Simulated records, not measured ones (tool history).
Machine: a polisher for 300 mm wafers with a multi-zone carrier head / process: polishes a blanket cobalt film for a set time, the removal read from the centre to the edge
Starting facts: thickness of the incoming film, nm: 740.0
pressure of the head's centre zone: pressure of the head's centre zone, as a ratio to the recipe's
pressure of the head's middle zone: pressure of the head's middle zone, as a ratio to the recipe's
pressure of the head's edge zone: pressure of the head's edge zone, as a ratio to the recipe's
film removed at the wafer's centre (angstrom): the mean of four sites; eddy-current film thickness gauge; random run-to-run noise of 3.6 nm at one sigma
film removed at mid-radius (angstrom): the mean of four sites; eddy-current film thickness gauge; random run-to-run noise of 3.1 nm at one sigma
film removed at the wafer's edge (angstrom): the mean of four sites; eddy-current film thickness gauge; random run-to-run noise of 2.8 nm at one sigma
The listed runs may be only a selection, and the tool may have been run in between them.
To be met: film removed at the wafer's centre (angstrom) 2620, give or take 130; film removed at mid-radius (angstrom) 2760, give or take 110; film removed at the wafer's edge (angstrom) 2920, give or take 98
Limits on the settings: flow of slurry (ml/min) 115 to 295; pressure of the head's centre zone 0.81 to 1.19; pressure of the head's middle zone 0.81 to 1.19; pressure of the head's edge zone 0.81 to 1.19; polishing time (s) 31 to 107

| run | hour | flow of slurry (ml/min) | pressure of the head's centre zone | pressure of the head's middle zone | pressure of the head's edge zone | polishing time (s) | film removed at the wafer's centre (angstrom) | film removed at mid-radius (angstrom) | film removed at the wafer's edge (angstrom) |
|---|---|---|---|---|---|---|---|---|---|
| 1 | 0 | 190 | 1 | 1 | 1 | 69 | 2074 | 2125.1 | 2143 |
| 2 | 5.6 | 195 | 1 | 1 | 1.02 | 71 | 2119.2 | 2154.6 | 2235 |
| 3 | 10.9 | 200 | 1 | 1.01 | 1.03 | 73 | 2149.1 | 2272.3 | 2346.2 |
| 4 | 16 | 200 | 1 | 1.01 | 1.03 | 59 | 1821.9 | 1786.5 | 1913.6 |
| 5 | 24.9 | 200 | 1.07 | 1.01 | 1.03 | 59 | 1873.1 | 1781.6 | 1883.5 |
| 6 | 27.9 | 200 | 1.02 | 1.01 | 1.03 | 59 | 1822.8 | 1820.5 | 1876.4 |
| 7 | 28.8 | 205 | 1.03 | 1.02 | 1.04 | 62 | 1923.4 | 1936 | 2018.4 |
| 8 | 29.4 | 255 | 1.13 | 1.12 | 1.14 | 78 | 2761.7 | 2714.1 | 2668.6 |

Exercise: of the 5 proposed moves below, exactly one satisfies all targets within the stated allowed misses. Which move is it?
| A | 30 | 270 | 1.1 | 1.14 | 1 | 78 | ? | ? | ? |
| B | 30 | 280 | 1.11 | 1.19 | 1.08 | 77 | ? | ? | ? |
| C | 30 | 270 | 1.19 | 1.03 | 1.14 | 81 | ? | ? | ? |
| D | 30 | 275 | 1.02 | 1.08 | 1.19 | 83 | ? | ? | ? |
| E | 30 | 265 | 1.09 | 0.99 | 1.19 | 82 | ? | ? | ? |

| move | film removed at the wafer's centre (angstrom) | film removed at mid-radius (angstrom) | film removed at the wafer's edge (angstrom) |
|---|---|---|---|
| A | 2665.1 | 2759.9 | 2475.5 |
| B | 2665.8 | 2836.3 | 2542.8 |
| C | 2993.3 | 2626.3 | 2748.3 |
| D | 2632.1 | 2808.9 | 2881.5 |
| E | 2767.9 | 2567.8 | 2842.8 |
A: its largest miss is bigger than the last run's
B: its largest miss is bigger than the last run's
C: its largest miss is bigger than the last run's
D: all results land within tolerance of their targets
E: the worst result of the last run now meets its target, but another is out of spec
Move D is the one to make.
